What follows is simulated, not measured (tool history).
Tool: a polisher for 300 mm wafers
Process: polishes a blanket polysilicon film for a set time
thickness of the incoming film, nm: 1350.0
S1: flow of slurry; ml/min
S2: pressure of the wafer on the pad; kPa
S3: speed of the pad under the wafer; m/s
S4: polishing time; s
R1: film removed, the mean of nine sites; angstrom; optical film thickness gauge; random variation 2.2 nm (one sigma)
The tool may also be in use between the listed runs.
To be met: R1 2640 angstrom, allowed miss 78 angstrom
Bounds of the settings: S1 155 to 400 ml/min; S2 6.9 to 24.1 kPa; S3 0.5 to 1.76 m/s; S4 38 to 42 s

run 1 day=0 | S1=255 S2=15.2 S3=1.12 S4=42 | R1=3056
run 2 day=0.317 | S1=255 S2=14.5 S3=1.12 S4=42 | R1=2943.7
run 3 day=0.396 | S1=255 S2=14.5 S3=0.86 S4=42 | R1=2287.4
run 4 day=0.479 | S1=255 S2=15.2 S3=0.86 S4=42 | R1=2350
run 5 day=0.621 | S1=255 S2=15.9 S3=0.86 S4=42 | R1=2484.4
run 6 day=0.975 | S1=255 S2=12.4 S3=0.86 S4=42 | R1=1976.9
-- day=1.312 worn pad replaced by a new one
run 7 day=1.312 | S1=255 S2=13.1 S3=0.86 S4=42 | R1=2216
run 8 day=1.629 | S1=255 S2=13.8 S3=0.86 S4=42 | R1=2320.7
run 9 day=1.792 | S1=255 S2=14.5 S3=0.86 S4=42 | R1=2479.4

4 next moves are on the table. One of them brings every result within its allowed miss. Which?
run A day=1.954 | S1=265 S2=16.5 S3=0.72 S4=42 | R1=?
run B day=1.954 | S1=255 S2=14.5 S3=0.86 S4=39 | R1=?
run C day=1.954 | S1=265 S2=15.9 S3=0.74 S4=42 | R1=?
run D day=1.954 | S1=250 S2=13.8 S3=1 S4=41 | R1=?

move=A R1=2384.8
move=B R1=2297.3
move=C R1=2348.8
move=D R1=2658.8
A: further off than the last run
B: further off than the last run
C: further off than the last run
D: meets every target
Answer: D
